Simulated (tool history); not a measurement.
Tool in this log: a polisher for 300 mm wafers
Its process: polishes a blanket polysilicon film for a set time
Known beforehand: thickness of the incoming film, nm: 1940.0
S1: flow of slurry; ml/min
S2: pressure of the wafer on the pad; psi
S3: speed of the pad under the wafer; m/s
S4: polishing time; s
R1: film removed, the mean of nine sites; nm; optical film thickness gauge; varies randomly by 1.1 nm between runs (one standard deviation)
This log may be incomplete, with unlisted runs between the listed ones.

run,hour,S1,S2,S3,S4,R1
1,0,275,3.4,0.96,28,268.92
2,6.7,270,2.8,0.96,28,225.93
3,14.5,270,2.8,0.76,28,179.12
4,20.5,265,2.6,0.76,28,168.62
5,28.1,260,2.5,0.76,28,164.26
6,32.3,260,2.5,0.6,28,128.41
7,35.2,280,3.1,0.6,28,157.44
8,39.6,275,3.1,0.6,28,157.18

For run 9, what comes out?
9,44.6,270,3.1,0.6,28,?

{"run 9": {"R1": 158.09}}

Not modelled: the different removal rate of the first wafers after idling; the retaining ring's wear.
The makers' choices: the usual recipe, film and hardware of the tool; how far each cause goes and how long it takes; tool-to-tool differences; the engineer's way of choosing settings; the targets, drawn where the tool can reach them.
